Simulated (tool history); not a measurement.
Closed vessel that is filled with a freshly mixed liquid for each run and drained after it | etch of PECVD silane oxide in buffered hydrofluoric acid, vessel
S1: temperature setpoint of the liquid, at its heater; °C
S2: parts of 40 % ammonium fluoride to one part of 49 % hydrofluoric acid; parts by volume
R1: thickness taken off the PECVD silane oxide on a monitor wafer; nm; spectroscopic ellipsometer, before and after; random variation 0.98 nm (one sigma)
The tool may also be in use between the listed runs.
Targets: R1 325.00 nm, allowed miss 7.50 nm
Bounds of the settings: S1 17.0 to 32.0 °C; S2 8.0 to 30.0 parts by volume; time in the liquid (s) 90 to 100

Run 1, day 0.000: S1 25.0 °C, S2 21.5 parts by volume, time in the liquid (s) 90. Result: R1 237.91 nm.
Run 2, day 0.175: S1 26.5 °C, S2 21.5 parts by volume, time in the liquid (s) 90. Result: R1 258.37 nm.
Run 3, day 0.258: S1 26.5 °C, S2 21.5 parts by volume, time in the liquid (s) 90. Result: R1 257.79 nm.
Run 4, day 0.462: S1 27.5 °C, S2 21.5 parts by volume, time in the liquid (s) 90. Result: R1 272.94 nm.
Run 5, day 0.842: S1 29.5 °C, S2 21.5 parts by volume, time in the liquid (s) 90. Result: R1 302.09 nm.
Run 6, day 0.942: S1 29.5 °C, S2 27.5 parts by volume, time in the liquid (s) 90. Result: R1 255.78 nm.
Run 7, day 1.054: S1 30.0 °C, S2 26.5 parts by volume, time in the liquid (s) 90. Result: R1 268.53 nm.
Run 8, day 1.225: S1 30.5 °C, S2 25.5 parts by volume, time in the liquid (s) 90. Result: R1 285.00 nm.
Run 9, day 1.354: S1 31.0 °C, S2 25.0 parts by volume, time in the liquid (s) 90. Result: R1 294.54 nm.
Run 10, day 1.504: S1 31.5 °C, S2 24.5 parts by volume, time in the liquid (s) 90. Result: R1 306.39 nm.

4 next moves are on the table. One of them brings every result within its allowed miss. Which?
Run A, day 1.654: S1 29.5 °C, S2 21.0 parts by volume, time in the liquid (s) 95. Result: R1 ?.
Run B, day 1.654: S1 31.0 °C, S2 27.0 parts by volume, time in the liquid (s) 100. Result: R1 ?.
Run C, day 1.654: S1 30.5 °C, S2 24.5 parts by volume, time in the liquid (s) 90. Result: R1 ?.
Run D, day 1.654: S1 32.0 °C, S2 30.0 parts by volume, time in the liquid (s) 100. Result: R1 ?.

move      R1
   A  322.68
   B  309.74
   C  290.08
   D  304.01
A: meets every target
B: nearer than the last run, and not there yet
C: further off than the last run
D: further off than the last run
The right move is A.

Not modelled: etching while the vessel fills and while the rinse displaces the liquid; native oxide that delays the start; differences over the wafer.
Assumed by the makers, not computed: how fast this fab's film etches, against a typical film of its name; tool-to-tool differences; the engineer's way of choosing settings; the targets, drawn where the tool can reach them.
